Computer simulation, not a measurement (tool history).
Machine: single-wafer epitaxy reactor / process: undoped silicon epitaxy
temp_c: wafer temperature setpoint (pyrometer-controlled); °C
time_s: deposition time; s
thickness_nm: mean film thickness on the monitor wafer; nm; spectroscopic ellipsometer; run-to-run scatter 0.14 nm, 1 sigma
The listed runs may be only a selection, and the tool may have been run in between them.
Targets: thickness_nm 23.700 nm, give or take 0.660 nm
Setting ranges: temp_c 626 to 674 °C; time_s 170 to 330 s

{"run": 1, "hour": 0.0, "temp_c": 650, "time_s": 250, "thickness_nm": 42.729}
{"run": 2, "hour": 8.2, "temp_c": 650, "time_s": 223, "thickness_nm": 37.966}
{"run": 3, "hour": 13.9, "temp_c": 646, "time_s": 222, "thickness_nm": 34.709}
{"run": 4, "hour": 18.5, "temp_c": 646, "time_s": 234, "thickness_nm": 36.812}
{"run": 5, "hour": 25.9, "temp_c": 642, "time_s": 232, "thickness_nm": 33.797}
{"run": 6, "hour": 33.0, "temp_c": 642, "time_s": 219, "thickness_nm": 31.971}
{"run": 7, "hour": 38.3, "temp_c": 639, "time_s": 218, "thickness_nm": 30.209}
{"run": 8, "hour": 44.5, "temp_c": 637, "time_s": 218, "thickness_nm": 28.754}
{"run": 9, "hour": 49.8, "temp_c": 637, "time_s": 218, "thickness_nm": 28.615}

Exercise: of the 4 proposed moves below, exactly one satisfies all targets within the stated allowed misses. Which move is it?
{"run": "A", "hour": 55.1, "temp_c": 628, "time_s": 198, "thickness_nm": "?"}
{"run": "B", "hour": 55.1, "temp_c": 635, "time_s": 185, "thickness_nm": "?"}
{"run": "C", "hour": 55.1, "temp_c": 631, "time_s": 189, "thickness_nm": "?"}
{"run": "D", "hour": 55.1, "temp_c": 635, "time_s": 177, "thickness_nm": "?"}

move=A thickness_nm=21.960
move=B thickness_nm=23.579
move=C thickness_nm=22.254
move=D thickness_nm=22.560
A: the result that was furthest off in the last run now lies on the other side of its target
B: all results land within tolerance of their targets
C: the result that was furthest off in the last run now lies on the other side of its target
D: the result that was furthest off in the last run now lies on the other side of its target
B meets every target.
